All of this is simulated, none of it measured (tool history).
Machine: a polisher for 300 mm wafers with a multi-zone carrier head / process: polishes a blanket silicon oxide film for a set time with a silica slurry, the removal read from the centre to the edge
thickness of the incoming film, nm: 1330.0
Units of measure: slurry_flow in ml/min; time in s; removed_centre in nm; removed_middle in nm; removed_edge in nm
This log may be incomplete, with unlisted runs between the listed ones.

run  hour  slurry_flow  centre_zone  middle_zone  edge_zone  slurry_solids  time  removed_centre  removed_middle  removed_edge
  1     0          305            1            1          1              1    85          304.73          289.49        284.91
  2   2.8          260            1            1          1              1    85          303.19          289.88        281.34
  3   5.5          260            1            1          1            0.8    85          258.28          241.34        235.67
  4   7.8          210            1            1          1            0.8    85          247.34          229.22        232.29
  5  10.8          230         1.01         0.99       1.02           0.85    85             263          247.39        251.74
     11.5  -- centre zone pressure recalibrated
  6  11.5          250         1.03         0.98       1.04           0.85    85           260.9          251.86        251.57
  7  17.1          250         1.03         0.98       1.04           0.85    85          252.88           251.3         251.4

What will run 8 give?
  8  18.5          250         1.03         0.98       1.04           0.85    85               ?               ?             ?

For run 8 the tool returned removed_centre 257.04 nm, removed_middle 248.9 nm, removed_edge 251.93 nm.

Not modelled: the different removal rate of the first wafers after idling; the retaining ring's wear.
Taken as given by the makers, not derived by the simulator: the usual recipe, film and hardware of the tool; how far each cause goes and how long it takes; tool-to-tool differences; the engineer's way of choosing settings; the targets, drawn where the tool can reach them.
